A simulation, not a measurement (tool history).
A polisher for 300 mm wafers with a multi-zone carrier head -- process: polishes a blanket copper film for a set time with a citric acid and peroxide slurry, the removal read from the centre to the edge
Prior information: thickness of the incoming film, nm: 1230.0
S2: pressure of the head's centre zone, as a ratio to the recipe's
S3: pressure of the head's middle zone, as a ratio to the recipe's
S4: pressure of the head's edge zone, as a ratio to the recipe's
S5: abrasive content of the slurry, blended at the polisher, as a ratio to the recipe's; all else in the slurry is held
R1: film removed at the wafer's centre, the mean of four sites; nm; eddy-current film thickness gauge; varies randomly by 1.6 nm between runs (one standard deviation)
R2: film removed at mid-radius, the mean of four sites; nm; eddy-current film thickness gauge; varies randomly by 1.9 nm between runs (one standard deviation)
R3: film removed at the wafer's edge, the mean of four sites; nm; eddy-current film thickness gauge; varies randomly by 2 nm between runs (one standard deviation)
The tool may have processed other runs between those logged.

run 1 hour=0.0 | flow_of_slurry_(ml/min)=230 S2=1.00 S3=1.00 S4=1.00 S5=1.00 polishing_time_(s)=90 | R1=206.75 R2=214.29 R3=207.24
run 2 hour=1.1 | flow_of_slurry_(ml/min)=230 S2=0.99 S3=0.99 S4=0.98 S5=0.90 polishing_time_(s)=86 | R1=194.37 R2=195.81 R3=197.94
run 3 hour=9.1 | flow_of_slurry_(ml/min)=230 S2=0.95 S3=0.99 S4=0.98 S5=0.90 polishing_time_(s)=86 | R1=184.74 R2=196.63 R3=191.73
run 4 hour=10.2 | flow_of_slurry_(ml/min)=230 S2=0.95 S3=0.94 S4=0.98 S5=0.90 polishing_time_(s)=86 | R1=186.37 R2=185.43 R3=194.80
run 5 hour=11.5 | flow_of_slurry_(ml/min)=230 S2=0.95 S3=0.94 S4=0.98 S5=0.90 polishing_time_(s)=107 | R1=234.26 R2=236.56 R3=240.86
run 6 hour=15.8 | flow_of_slurry_(ml/min)=230 S2=0.95 S3=1.01 S4=0.98 S5=0.90 polishing_time_(s)=107 | R1=229.66 R2=246.63 R3=237.30
run 7 hour=18.7 | flow_of_slurry_(ml/min)=230 S2=0.95 S3=1.01 S4=0.96 S5=0.85 polishing_time_(s)=100 | R1=214.62 R2=231.94 R3=221.07
run 8 hour=22.6 | flow_of_slurry_(ml/min)=220 S2=0.96 S3=0.96 S4=0.91 S5=0.60 polishing_time_(s)=75 | R1=151.96 R2=153.85 R3=153.25
run 9 hour=29.3 | flow_of_slurry_(ml/min)=215 S2=0.95 S3=0.96 S4=0.90 S5=0.60 polishing_time_(s)=75 | R1=151.96 R2=154.91 R3=151.77
run 10 hour=36.8 | flow_of_slurry_(ml/min)=215 S2=0.94 S3=0.96 S4=0.89 S5=0.60 polishing_time_(s)=75 | R1=150.83 R2=159.44 R3=148.83
run 11 hour=38.9 | flow_of_slurry_(ml/min)=215 S2=0.93 S3=0.95 S4=0.89 S5=0.60 polishing_time_(s)=75 | R1=146.87 R2=152.35 R3=150.12

Run 12 is up next; what results do you expect?
run 12 hour=44.7 | flow_of_slurry_(ml/min)=215 S2=0.93 S3=0.95 S4=0.88 S5=0.60 polishing_time_(s)=75 | R1=? R2=? R3=?

R1: 150.91 nm
R2: 154.41 nm
R3: 149.52 nm
